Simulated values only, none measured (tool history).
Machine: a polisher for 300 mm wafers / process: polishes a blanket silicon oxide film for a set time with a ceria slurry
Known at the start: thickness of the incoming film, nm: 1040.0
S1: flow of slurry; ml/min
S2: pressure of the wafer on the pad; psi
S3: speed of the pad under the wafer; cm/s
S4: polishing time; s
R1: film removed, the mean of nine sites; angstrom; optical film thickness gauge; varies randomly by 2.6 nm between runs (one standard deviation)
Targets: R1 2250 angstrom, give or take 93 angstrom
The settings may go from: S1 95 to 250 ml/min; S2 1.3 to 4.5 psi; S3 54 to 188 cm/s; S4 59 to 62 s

{"run": 1, "day": 0.0, "S1": 160, "S2": 2.9, "S3": 120, "S4": 59, "R1": 3189.2}
{"run": 2, "day": 0.325, "S1": 160, "S2": 2.7, "S3": 120, "S4": 59, "R1": 2923.3}
{"run": 3, "day": 0.692, "S1": 160, "S2": 2.7, "S3": 120, "S4": 62, "R1": 3101.3}
{"run": 4, "day": 0.838, "S1": 160, "S2": 2.6, "S3": 120, "S4": 62, "R1": 2998}
{"run": 5, "day": 0.892, "S1": 160, "S2": 2.5, "S3": 120, "S4": 62, "R1": 2824.2}
{"run": 6, "day": 1.042, "S1": 190, "S2": 2.5, "S3": 120, "S4": 62, "R1": 2947.1}
{"run": 7, "day": 1.2, "S1": 190, "S2": 2.5, "S3": 120, "S4": 62, "R1": 2911.9}
{"run": 8, "day": 1.438, "S1": 190, "S2": 2.4, "S3": 120, "S4": 62, "R1": 2838.4}
{"run": 9, "day": 1.75, "S1": 190, "S2": 2.3, "S3": 120, "S4": 62, "R1": 2684.8}

Pick the move, out of 4, that brings all results within their allowed miss; only one does.
{"run": "A", "day": 2.062, "S1": 210, "S2": 2.2, "S3": 138, "S4": 61, "R1": "?"}
{"run": "B", "day": 2.062, "S1": 235, "S2": 1.9, "S3": 158, "S4": 62, "R1": "?"}
{"run": "C", "day": 2.062, "S1": 195, "S2": 2.4, "S3": 120, "S4": 62, "R1": "?"}
{"run": "D", "day": 2.062, "S1": 180, "S2": 1.9, "S3": 126, "S4": 59, "R1": "?"}

move=A R1=3013.7
move=B R1=3079.6
move=C R1=2878.6
move=D R1=2268.6
A: moves away from the targets compared with the last run
B: moves away from the targets compared with the last run
C: moves away from the targets compared with the last run
D: in spec on every target
D is the move that brings every result within its allowed miss.

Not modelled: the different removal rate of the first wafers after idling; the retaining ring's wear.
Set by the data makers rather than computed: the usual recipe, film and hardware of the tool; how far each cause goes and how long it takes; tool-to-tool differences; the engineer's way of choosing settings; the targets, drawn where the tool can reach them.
